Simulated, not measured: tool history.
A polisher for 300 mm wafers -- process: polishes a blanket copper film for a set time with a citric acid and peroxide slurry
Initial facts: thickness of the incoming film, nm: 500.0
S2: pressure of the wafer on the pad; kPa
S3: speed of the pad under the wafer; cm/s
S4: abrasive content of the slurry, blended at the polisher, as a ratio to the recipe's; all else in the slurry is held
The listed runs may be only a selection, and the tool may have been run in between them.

{"run": 1, "hour": 0.0, "flow of slurry (ml/min)": 180, "S2": 14.5, "S3": 88, "S4": 1, "polishing time (s)": 42, "film removed (Å)": 573.68}
{"run": 2, "hour": 3.8, "flow of slurry (ml/min)": 175, "S2": 13.8, "S3": 88, "S4": 1, "polishing time (s)": 42, "film removed (Å)": 546.19}
{"run": 3, "hour": 4.5, "flow of slurry (ml/min)": 170, "S2": 13.1, "S3": 88, "S4": 1, "polishing time (s)": 42, "film removed (Å)": 523.35}
{"run": 4, "hour": 8.5, "flow of slurry (ml/min)": 170, "S2": 13.1, "S3": 88, "S4": 0.9, "polishing time (s)": 42, "film removed (Å)": 513.54}
{"run": 5, "hour": 11.6, "flow of slurry (ml/min)": 170, "S2": 16.5, "S3": 88, "S4": 0.9, "polishing time (s)": 42, "film removed (Å)": 616.68}
{"run": 6, "hour": 18.6, "flow of slurry (ml/min)": 170, "S2": 16.5, "S3": 76, "S4": 0.9, "polishing time (s)": 42, "film removed (Å)": 535.21}
{"run": 7, "hour": 20.1, "flow of slurry (ml/min)": 165, "S2": 15.9, "S3": 76, "S4": 0.9, "polishing time (s)": 42, "film removed (Å)": 516.24}
{"run": 8, "hour": 23.6, "flow of slurry (ml/min)": 160, "S2": 15.2, "S3": 76, "S4": 0.9, "polishing time (s)": 42, "film removed (Å)": 499}
{"run": 9, "hour": 30.5, "flow of slurry (ml/min)": 160, "S2": 15.2, "S3": 76, "S4": 0.9, "polishing time (s)": 42, "film removed (Å)": 497.54}
{"run": 10, "hour": 32.8, "flow of slurry (ml/min)": 160, "S2": 14.5, "S3": 76, "S4": 0.9, "polishing time (s)": 42, "film removed (Å)": 479.63}

Run 11 has not been measured yet. What should we expect?
{"run": 11, "hour": 34.3, "flow of slurry (ml/min)": 155, "S2": 13.8, "S3": 76, "S4": 0.9, "polishing time (s)": 42, "film removed (Å)": "?"}

film removed (Å): 460.03

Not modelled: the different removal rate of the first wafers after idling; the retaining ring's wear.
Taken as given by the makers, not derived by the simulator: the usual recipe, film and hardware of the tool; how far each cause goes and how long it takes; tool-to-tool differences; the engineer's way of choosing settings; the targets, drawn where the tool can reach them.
